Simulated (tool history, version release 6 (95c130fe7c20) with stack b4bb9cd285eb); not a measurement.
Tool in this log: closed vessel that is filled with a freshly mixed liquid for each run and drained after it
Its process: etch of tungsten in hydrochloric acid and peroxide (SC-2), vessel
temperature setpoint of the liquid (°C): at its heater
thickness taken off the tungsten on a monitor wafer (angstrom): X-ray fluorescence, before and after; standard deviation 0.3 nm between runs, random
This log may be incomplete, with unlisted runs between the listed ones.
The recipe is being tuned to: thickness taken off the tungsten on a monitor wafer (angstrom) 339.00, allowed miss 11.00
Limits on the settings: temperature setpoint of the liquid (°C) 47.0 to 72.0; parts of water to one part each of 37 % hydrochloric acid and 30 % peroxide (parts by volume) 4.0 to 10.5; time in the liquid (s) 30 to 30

run,hour,temperature setpoint of the liquid (°C),parts of water to one part each of 37 % hydrochloric acid and 30 % peroxide (parts by volume),time in the liquid (s),thickness taken off the tungsten on a monitor wafer (angstrom)
1,0.0,63.0,5.5,30,156.64
2,4.6,66.0,5.0,30,205.35
3,6.1,69.5,5.0,30,249.53
4,13.4,69.5,7.0,30,194.76
5,19.0,69.5,7.0,30,196.95
6,21.7,72.0,7.0,30,226.32
7,26.5,72.0,6.0,30,250.76
8,31.4,72.0,5.5,30,268.30
9,32.7,72.0,5.0,30,289.07
10,36.2,72.0,4.5,30,310.48

Consider the 4 candidate settings below. Which is the only one whose results all fall within their allowed miss of target?
A,39.7,70.5,4.0,30,?
B,39.7,72.0,4.0,30,?
C,39.7,71.5,4.5,30,?
D,39.7,70.0,4.0,30,?

move,thickness taken off the tungsten on a monitor wafer (angstrom)
A,305.28
B,333.38
C,298.86
D,296.40
A: moves away from the targets compared with the last run
B: every result lands within tolerance
C: moves away from the targets compared with the last run
D: moves away from the targets compared with the last run
So the answer is move B, the one that meets all the targets.
